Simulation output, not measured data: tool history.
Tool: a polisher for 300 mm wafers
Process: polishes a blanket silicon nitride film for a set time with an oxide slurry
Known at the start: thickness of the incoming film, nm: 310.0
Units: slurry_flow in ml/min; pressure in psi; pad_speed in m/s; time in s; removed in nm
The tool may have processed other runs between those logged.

Run 1, day 0: slurry_flow 215 ml/min, pressure 4.8 psi, pad_speed 1.3 m/s, slurry_solids 1, time 107 s. Result: removed 117.82 nm.
Run 2, day 0.021: slurry_flow 220 ml/min, pressure 5.4 psi, pad_speed 1.3 m/s, slurry_solids 1, time 107 s. Result: removed 133.46 nm.
Run 3, day 0.333: slurry_flow 225 ml/min, pressure 5.8 psi, pad_speed 1.3 m/s, slurry_solids 1, time 107 s. Result: removed 144.92 nm.
Run 4, day 0.446: slurry_flow 225 ml/min, pressure 5.8 psi, pad_speed 1.06 m/s, slurry_solids 1, time 107 s. Result: removed 125.39 nm.
Run 5, day 0.75: slurry_flow 195 ml/min, pressure 5.8 psi, pad_speed 1.06 m/s, slurry_solids 1, time 107 s. Result: removed 123.32 nm.
Run 6, day 0.838: slurry_flow 200 ml/min, pressure 6.4 psi, pad_speed 1.06 m/s, slurry_solids 1, time 107 s. Result: removed 136.56 nm.

What does the tool deliver on the next run?
Run 7, day 1.196: slurry_flow 210 ml/min, pressure 7.5 psi, pad_speed 1.16 m/s, slurry_solids 1, time 107 s. Result: removed ?.

{"run 7": {"removed": 170.93}}
